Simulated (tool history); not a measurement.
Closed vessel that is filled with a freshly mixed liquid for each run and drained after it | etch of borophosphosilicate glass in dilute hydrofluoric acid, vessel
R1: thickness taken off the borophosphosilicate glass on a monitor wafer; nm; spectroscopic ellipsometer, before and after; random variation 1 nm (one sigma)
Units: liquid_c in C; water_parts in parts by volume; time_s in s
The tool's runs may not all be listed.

run 1 hour=0 | liquid_c=21 water_parts=180 time_s=205 | R1=35.525
run 2 hour=7.5 | liquid_c=21 water_parts=180 time_s=220 | R1=37.865
run 3 hour=8.6 | liquid_c=23 water_parts=145 time_s=220 | R1=53.069
run 4 hour=13.2 | liquid_c=24.5 water_parts=120 time_s=220 | R1=70.552
-- hour=20.9 hydrofluoric acid flow meter replaced
run 5 hour=20.9 | liquid_c=26 water_parts=110 time_s=220 | R1=91.935
run 6 hour=29.7 | liquid_c=26.5 water_parts=110 time_s=220 | R1=94.602

Forecast run 7:
run 7 hour=34.8 | liquid_c=29 water_parts=100 time_s=220 | R1=?

{"run 7": {"R1": 115.08}}

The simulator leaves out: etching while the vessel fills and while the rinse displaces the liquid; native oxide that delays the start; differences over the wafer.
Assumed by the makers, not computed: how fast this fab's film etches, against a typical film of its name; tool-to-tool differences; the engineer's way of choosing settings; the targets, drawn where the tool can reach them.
